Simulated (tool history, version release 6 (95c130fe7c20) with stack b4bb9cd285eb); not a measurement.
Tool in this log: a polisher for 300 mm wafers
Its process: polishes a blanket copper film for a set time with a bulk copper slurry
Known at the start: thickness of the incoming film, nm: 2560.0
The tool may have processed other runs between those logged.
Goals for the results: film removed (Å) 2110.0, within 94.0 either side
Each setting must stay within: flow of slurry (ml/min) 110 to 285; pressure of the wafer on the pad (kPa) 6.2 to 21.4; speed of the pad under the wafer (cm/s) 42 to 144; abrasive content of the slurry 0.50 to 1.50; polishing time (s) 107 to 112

run,hour,flow of slurry (ml/min),pressure of the wafer on the pad (kPa),speed of the pad under the wafer (cm/s),abrasive content of the slurry,polishing time (s),film removed (Å)
1,0.0,180,13.8,92,1.00,107,5627.4
2,2.6,175,11.0,80,1.00,107,3786.9
3,6.1,130,11.0,80,1.00,107,3697.5
4,9.6,130,12.4,80,1.00,107,4044.4
5,14.1,130,12.4,80,1.15,107,4167.0
6,20.3,130,10.3,74,1.15,107,3321.2
7,26.5,130,9.0,70,1.15,107,2614.6
8,28.0,130,8.3,70,1.15,107,2495.0
9,33.2,130,7.6,70,1.15,107,2248.5

Which of these 5 next moves meets every target?
A,38.4,115,10.3,52,1.10,112,?
B,38.4,115,8.3,62,1.05,107,?
C,38.4,145,6.2,70,1.15,107,?
D,38.4,130,6.9,62,1.10,107,?
E,38.4,110,6.9,68,1.10,107,?

move,film removed (Å)
A,2335.4
B,2117.8
C,1936.8
D,1847.9
E,1936.1
A: its largest miss is bigger than the last run's
B: each result inside its tolerance
C: takes the result that was furthest off past its target
D: takes the result that was furthest off past its target
E: takes the result that was furthest off past its target
So the answer is move B, the one that meets all the targets.

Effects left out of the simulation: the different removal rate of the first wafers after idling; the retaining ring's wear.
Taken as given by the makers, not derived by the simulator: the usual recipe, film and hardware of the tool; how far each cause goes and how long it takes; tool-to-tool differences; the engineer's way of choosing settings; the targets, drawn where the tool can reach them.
